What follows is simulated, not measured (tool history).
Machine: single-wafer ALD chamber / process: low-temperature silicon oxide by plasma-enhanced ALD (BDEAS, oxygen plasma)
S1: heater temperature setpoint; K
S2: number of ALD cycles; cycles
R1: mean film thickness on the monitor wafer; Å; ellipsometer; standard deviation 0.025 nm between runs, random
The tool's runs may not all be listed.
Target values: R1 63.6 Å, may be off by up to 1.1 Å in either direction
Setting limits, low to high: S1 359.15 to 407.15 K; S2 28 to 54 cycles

{"run": 1, "day": 0.0, "S1": 383.15, "S2": 41, "R1": 57.569}
{"run": 2, "day": 0.188, "S1": 383.15, "S2": 36, "R1": 50.494}
{"run": 3, "day": 0.358, "S1": 382.15, "S2": 38, "R1": 53.618}
{"run": 4, "day": 0.604, "S1": 382.15, "S2": 36, "R1": 50.476}
{"run": 5, "day": 0.662, "S1": 381.15, "S2": 38, "R1": 53.266}
{"run": 6, "day": 0.979, "S1": 390.15, "S2": 38, "R1": 52.422}
{"run": 7, "day": 1.138, "S1": 388.15, "S2": 40, "R1": 55.487}
{"run": 8, "day": 1.35, "S1": 386.15, "S2": 41, "R1": 57.608}
{"run": 9, "day": 1.692, "S1": 385.15, "S2": 42, "R1": 58.52}
{"run": 10, "day": 1.858, "S1": 384.15, "S2": 43, "R1": 60.243}
{"run": 11, "day": 1.892, "S1": 383.15, "S2": 43, "R1": 60.007}
{"run": 12, "day": 2.042, "S1": 383.15, "S2": 44, "R1": 61.322}
{"run": 13, "day": 2.25, "S1": 383.15, "S2": 44, "R1": 61.746}

Next run, 4 choices. One meets every target within its allowed miss, the rest don't. Which?
{"run": "A", "day": 2.458, "S1": 388.15, "S2": 44, "R1": "?"}
{"run": "B", "day": 2.458, "S1": 381.15, "S2": 45, "R1": "?"}
{"run": "C", "day": 2.458, "S1": 384.15, "S2": 44, "R1": "?"}
{"run": "D", "day": 2.458, "S1": 380.15, "S2": 43, "R1": "?"}

move=A R1=60.832
move=B R1=62.925
move=C R1=61.229
move=D R1=60.225
A: the biggest miss grows against the last run
B: in spec on every target
C: the biggest miss grows against the last run
D: the biggest miss grows against the last run
B is the move that brings every result within its allowed miss.
